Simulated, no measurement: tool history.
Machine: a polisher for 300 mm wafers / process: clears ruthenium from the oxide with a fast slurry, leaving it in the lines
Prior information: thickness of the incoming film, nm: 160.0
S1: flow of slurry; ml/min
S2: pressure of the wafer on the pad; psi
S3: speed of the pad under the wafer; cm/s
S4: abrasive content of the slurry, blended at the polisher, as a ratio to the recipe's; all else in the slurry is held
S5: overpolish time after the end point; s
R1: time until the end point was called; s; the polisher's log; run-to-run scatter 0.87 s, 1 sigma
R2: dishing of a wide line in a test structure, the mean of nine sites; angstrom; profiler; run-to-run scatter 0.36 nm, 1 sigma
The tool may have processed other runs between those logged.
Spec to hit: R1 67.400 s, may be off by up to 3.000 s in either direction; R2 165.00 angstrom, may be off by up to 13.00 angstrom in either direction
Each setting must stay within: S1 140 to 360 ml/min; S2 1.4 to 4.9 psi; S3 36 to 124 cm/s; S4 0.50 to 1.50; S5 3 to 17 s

Run 1, hour 0.0: S1 230 ml/min, S2 3.1 psi, S3 80 cm/s, S4 1.00, S5 9 s. Result: R1 66.885 s, R2 214.49 angstrom.
Run 2, hour 2.2: S1 230 ml/min, S2 3.1 psi, S3 80 cm/s, S4 1.00, S5 10 s. Result: R1 68.144 s, R2 236.29 angstrom.
Run 3, hour 10.1: S1 205 ml/min, S2 3.1 psi, S3 80 cm/s, S4 1.00, S5 10 s. Result: R1 69.937 s, R2 228.30 angstrom.
Run 4, hour 14.1: S1 205 ml/min, S2 3.1 psi, S3 80 cm/s, S4 1.00, S5 9 s. Result: R1 69.160 s, R2 209.09 angstrom.
Run 5, hour 19.2: S1 205 ml/min, S2 3.1 psi, S3 80 cm/s, S4 1.10, S5 9 s. Result: R1 65.000 s, R2 213.17 angstrom.
Run 6, hour 23.3: S1 205 ml/min, S2 3.1 psi, S3 80 cm/s, S4 1.10, S5 11 s. Result: R1 66.421 s, R2 259.83 angstrom.
Run 7, hour 29.3: S1 200 ml/min, S2 3.0 psi, S3 80 cm/s, S4 1.10, S5 10 s. Result: R1 67.938 s, R2 223.89 angstrom.
Run 8, hour 34.5: S1 195 ml/min, S2 3.0 psi, S3 80 cm/s, S4 1.10, S5 9 s. Result: R1 68.896 s, R2 205.71 angstrom.
Run 9, hour 36.6: S1 195 ml/min, S2 3.0 psi, S3 80 cm/s, S4 1.10, S5 8 s. Result: R1 68.788 s, R2 183.60 angstrom.
Run 10, hour 45.4: S1 195 ml/min, S2 3.0 psi, S3 80 cm/s, S4 1.10, S5 8 s. Result: R1 68.342 s, R2 196.97 angstrom.

4 candidate next runs follow, results not yet known. Just one meets every target within its allowed miss. Identify it.
Run A, hour 54.2: S1 190 ml/min, S2 2.9 psi, S3 90 cm/s, S4 1.10, S5 8 s. Result: R1 ?, R2 ?.
Run B, hour 54.2: S1 215 ml/min, S2 3.5 psi, S3 78 cm/s, S4 1.00, S5 8 s. Result: R1 ?, R2 ?.
Run C, hour 54.2: S1 215 ml/min, S2 2.6 psi, S3 86 cm/s, S4 1.30, S5 7 s. Result: R1 ?, R2 ?.
Run D, hour 54.2: S1 190 ml/min, S2 2.9 psi, S3 72 cm/s, S4 1.15, S5 8 s. Result: R1 ?, R2 ?.

move      R1      R2
   A  63.146  206.80
   B  62.286  209.53
   C  67.333  170.93
   D  76.883  171.08
A: further off than the last run
B: further off than the last run
C: each result inside its tolerance
D: the worst result of the last run now meets its target, but another is out of spec
Go with C: it meets all targets.
